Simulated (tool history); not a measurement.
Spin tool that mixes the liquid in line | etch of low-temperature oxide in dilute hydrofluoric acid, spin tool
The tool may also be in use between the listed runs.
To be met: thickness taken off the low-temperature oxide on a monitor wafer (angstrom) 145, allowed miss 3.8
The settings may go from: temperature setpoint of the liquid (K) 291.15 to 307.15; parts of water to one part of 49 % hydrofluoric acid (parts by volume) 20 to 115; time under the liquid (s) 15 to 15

run  hour  temperature setpoint of the liquid (K)  parts of water to one part of 49 % hydrofluoric acid (parts by volume)  time under the liquid (s)  thickness taken off the low-temperature oxide on a monitor wafer (angstrom)
  1     0                                  299.15                                                                      65                         15                                                                       63.742
  2   3.3                                  296.65                                                                      65                         15                                                                       57.627
  3  11.9                                  296.65                                                                      85                         15                                                                       42.929
  4    13                                  299.15                                                                      70                         15                                                                       58.802
  5  21.2                                  301.15                                                                      60                         15                                                                        75.39
  6  30.1                                  297.65                                                                      60                         15                                                                        65.83
  7  36.4                                  299.65                                                                      55                         15                                                                       77.475
  8  44.9                                  303.65                                                                      30                         15                                                                       174.08
  9  50.7                                  302.65                                                                      30                         15                                                                       167.68
 10  53.4                                  302.15                                                                      30                         15                                                                       164.13
 11  59.1                                  302.15                                                                      30                         15                                                                       164.44
 12  63.8                                  301.65                                                                      30                         15                                                                       159.78
 13  66.9                                  301.15                                                                      30                         15                                                                       157.58
 14  67.7                                  300.65                                                                      30                         15                                                                       154.22
 15  73.6                                  300.15                                                                      30                         15                                                                       151.05

4 next moves are on the table. One of them brings every result within its allowed miss. Which?
  A  79.5                                  300.65                                                                      30                         15                                                                            ?
  B  79.5                                  299.15                                                                      30                         15                                                                            ?
  C  79.5                                  301.15                                                                      30                         15                                                                            ?
  D  79.5                                  296.15                                                                      25                         15                                                                            ?

move  thickness taken off the low-temperature oxide on a monitor wafer (angstrom)
   A                                                                       153.14
   B                                                                       144.01
   C                                                                       156.29
   D                                                                        153.5
A: further off than the last run
B: meets every target
C: further off than the last run
D: further off than the last run
Answer: B
